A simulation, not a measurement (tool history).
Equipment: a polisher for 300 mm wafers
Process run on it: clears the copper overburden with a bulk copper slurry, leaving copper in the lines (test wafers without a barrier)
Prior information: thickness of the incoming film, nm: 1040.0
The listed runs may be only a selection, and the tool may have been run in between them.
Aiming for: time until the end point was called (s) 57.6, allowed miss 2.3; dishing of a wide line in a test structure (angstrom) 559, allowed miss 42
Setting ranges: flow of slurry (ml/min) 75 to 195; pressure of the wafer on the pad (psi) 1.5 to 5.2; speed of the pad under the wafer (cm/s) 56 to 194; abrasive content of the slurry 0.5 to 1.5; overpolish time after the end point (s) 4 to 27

run,day,flow of slurry (ml/min),pressure of the wafer on the pad (psi),speed of the pad under the wafer (cm/s),abrasive content of the slurry,overpolish time after the end point (s),time until the end point was called (s),dishing of a wide line in a test structure (angstrom)
1,0,125,3.3,124,1,14,81.636,635.27
2,0.262,130,3.4,126,1,12,75.147,611.53
3,0.433,135,3.5,126,1,11,73.174,627.9
4,0.479,125,3.6,130,1,10,70.804,600.04
# day 0.854: slurry blender recalibrated
5,0.854,140,3.6,130,1,10,67.785,608.23
6,1.125,140,3.6,116,1,10,71.831,609.08
7,1.221,145,3.6,118,1,9,70.438,574.12
8,1.3,150,3.6,118,1,9,70.758,543.74
9,1.492,155,3.7,118,1,9,68.692,573.89
10,1.833,155,3.8,118,1,9,67.809,594.35
11,2.062,155,3.9,118,1,8,64.178,585.57
12,2.421,165,4,120,1,6,62.396,487.53
13,2.779,170,4.2,118,1,7,58.999,569.94
14,2.979,175,4.2,118,1,6,58.844,507.83

Exercise: of the 5 proposed moves below, exactly one satisfies all targets within the stated allowed misses. Which move is it?
A,3.179,175,4.4,104,0.95,6,?,?
B,3.179,175,4.4,130,0.6,7,?,?
C,3.179,160,4.5,102,0.95,8,?,?
D,3.179,190,4.1,124,1.1,4,?,?
E,3.179,195,4.1,112,0.95,7,?,?

move,time until the end point was called (s),dishing of a wide line in a test structure (angstrom)
A,61.96,506.17
B,56.669,576.22
C,62.225,588.55
D,56.194,415.86
E,61.973,547.57
A: its largest miss is bigger than the last run's
B: every result within its allowed miss
C: the worst result of the last run now meets its target, but another is out of spec
D: its largest miss is bigger than the last run's
E: the worst result of the last run now meets its target, but another is out of spec
The move that meets every target is B.
